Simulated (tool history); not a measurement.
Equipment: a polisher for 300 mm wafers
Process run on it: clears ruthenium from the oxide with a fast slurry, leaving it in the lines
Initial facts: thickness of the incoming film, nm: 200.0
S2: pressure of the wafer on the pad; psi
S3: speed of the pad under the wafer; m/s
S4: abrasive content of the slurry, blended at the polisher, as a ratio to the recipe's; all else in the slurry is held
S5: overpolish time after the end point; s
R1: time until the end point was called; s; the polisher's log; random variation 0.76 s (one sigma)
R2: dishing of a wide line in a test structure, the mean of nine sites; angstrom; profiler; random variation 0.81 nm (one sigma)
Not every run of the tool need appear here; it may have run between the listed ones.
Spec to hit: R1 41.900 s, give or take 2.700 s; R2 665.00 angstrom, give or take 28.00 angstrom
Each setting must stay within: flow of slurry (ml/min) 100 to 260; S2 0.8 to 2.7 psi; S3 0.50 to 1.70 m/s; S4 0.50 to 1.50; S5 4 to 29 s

run 1 day=0.000 | flow_of_slurry_(ml/min)=165 S2=1.7 S3=1.10 S4=1.00 S5=15 | R1=77.590 R2=354.93
run 2 day=0.358 | flow_of_slurry_(ml/min)=165 S2=1.7 S3=1.10 S4=1.20 S5=15 | R1=72.560 R2=361.99
run 3 day=0.396 | flow_of_slurry_(ml/min)=165 S2=1.7 S3=1.10 S4=1.35 S5=15 | R1=71.396 R2=378.77
run 4 day=0.667 | flow_of_slurry_(ml/min)=165 S2=1.7 S3=1.10 S4=1.35 S5=12 | R1=70.657 R2=319.89
run 5 day=0.754 | flow_of_slurry_(ml/min)=165 S2=1.7 S3=1.10 S4=1.50 S5=12 | R1=67.355 R2=328.40
run 6 day=0.938 | flow_of_slurry_(ml/min)=165 S2=1.7 S3=1.10 S4=1.50 S5=16 | R1=67.283 R2=404.52
run 7 day=1.267 | flow_of_slurry_(ml/min)=165 S2=1.8 S3=1.10 S4=1.50 S5=16 | R1=65.032 R2=427.28
run 8 day=1.496 | flow_of_slurry_(ml/min)=165 S2=1.9 S3=1.10 S4=1.50 S5=16 | R1=63.433 R2=435.28
-- day=1.817 slurry nozzle cleaned
run 9 day=1.817 | flow_of_slurry_(ml/min)=170 S2=2.4 S3=1.18 S4=1.50 S5=18 | R1=42.669 R2=612.23

Pick the move, out of 5, that brings all results within their allowed miss; only one does.
run A day=2.138 | flow_of_slurry_(ml/min)=160 S2=2.6 S3=1.12 S4=1.50 S5=17 | R1=? R2=?
run B day=2.138 | flow_of_slurry_(ml/min)=180 S2=2.1 S3=1.24 S4=1.50 S5=23 | R1=? R2=?
run C day=2.138 | flow_of_slurry_(ml/min)=170 S2=2.4 S3=1.12 S4=1.50 S5=19 | R1=? R2=?
run D day=2.138 | flow_of_slurry_(ml/min)=185 S2=2.6 S3=1.30 S4=1.50 S5=15 | R1=? R2=?
run E day=2.138 | flow_of_slurry_(ml/min)=130 S2=2.7 S3=1.16 S4=1.50 S5=20 | R1=? R2=?

move=A R1=42.358 R2=587.00
move=B R1=45.720 R2=672.31
move=C R1=45.113 R2=605.09
move=D R1=35.769 R2=603.47
move=E R1=41.241 R2=658.42
A: lands further from the targets than the last run did
B: puts the biggest miss on target and leaves a different result outside tolerance
C: lands further from the targets than the last run did
D: lands further from the targets than the last run did
E: in spec on every target
The right move is E.
